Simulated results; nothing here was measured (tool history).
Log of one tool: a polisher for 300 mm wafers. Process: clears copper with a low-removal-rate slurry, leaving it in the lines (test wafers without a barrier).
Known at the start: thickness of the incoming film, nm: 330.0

| run | hour | flow of slurry (ml/min) | pressure of the wafer on the pad (psi) | speed of the pad under the wafer (m/s) | abrasive content of the slurry | overpolish time after the end point (s) | time until the end point was called (s) | dishing of a wide line in a test structure (angstrom) |
|---|---|---|---|---|---|---|---|---|
| 1 | 0.0 | 260 | 2.2 | 1.20 | 1.0 | 10 | 131.610 | 195.65 |
| 2 | 7.2 | 260 | 2.4 | 1.20 | 1.0 | 10 | 118.850 | 214.07 |
| 3 | 14.8 | 305 | 2.4 | 1.20 | 1.0 | 10 | 117.230 | 217.35 |
| 4 | 23.6 | 305 | 2.5 | 1.20 | 1.0 | 12 | 112.530 | 270.72 |
| 5 | 32.5 | 305 | 2.6 | 1.20 | 1.0 | 13 | 106.930 | 293.19 |
| 6 | 40.0 | 305 | 2.6 | 1.02 | 1.0 | 13 | 125.140 | 253.27 |
| 7 | 40.9 | 305 | 2.8 | 1.04 | 1.0 | 14 | 118.650 | 301.62 |
| 8 | 43.2 | 305 | 3.0 | 1.04 | 1.0 | 14 | 109.460 | 318.96 |
| 9 | 45.2 | 300 | 3.1 | 1.06 | 1.0 | 14 | 99.978 | 325.33 |

Forecast run 10:
| 10 | 47.1 | 300 | 3.1 | 1.08 | 1.0 | 15 | ? | ? |

Run 10 gave time until the end point was called (s) 102.350, dishing of a wide line in a test structure (angstrom) 352.61.
